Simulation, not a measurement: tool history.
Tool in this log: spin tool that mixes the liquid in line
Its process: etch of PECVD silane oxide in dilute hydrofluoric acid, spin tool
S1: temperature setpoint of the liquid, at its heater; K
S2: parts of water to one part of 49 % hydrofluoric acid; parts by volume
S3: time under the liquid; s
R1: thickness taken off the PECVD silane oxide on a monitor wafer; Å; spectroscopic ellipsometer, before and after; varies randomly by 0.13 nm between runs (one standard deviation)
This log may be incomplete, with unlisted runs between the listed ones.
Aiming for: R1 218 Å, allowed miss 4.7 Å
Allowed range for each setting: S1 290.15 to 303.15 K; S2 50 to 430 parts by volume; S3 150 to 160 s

run  hour      S1   S2   S3      R1
  1     0  295.15  240  150   109.8
  2   6.7  295.15  240  160  117.36
  3   8.1  296.15  230  160  129.25
  4  14.1  297.15  220  160  140.85
  5  22.1  298.15  210  160  154.56
  6  23.3  298.15  210  150   145.3
  7  31.2  298.65  205  150  153.14
  8  39.9  302.65  165  150  229.04

Which of these 5 next moves meets every target?
  A  48.6  301.65  155  155   ?
  B  48.6  302.15  160  155   ?
  C  48.6  303.15  180  155   ?
  D  48.6  302.65  160  155   ?
  E  48.6  303.15  155  150   ?

move      R1
   A  247.16
   B  242.28
   C   217.6
   D  246.67
   E  252.49
A: further off than the last run
B: further off than the last run
C: all results land within tolerance of their targets
D: further off than the last run
E: further off than the last run
Answer: C
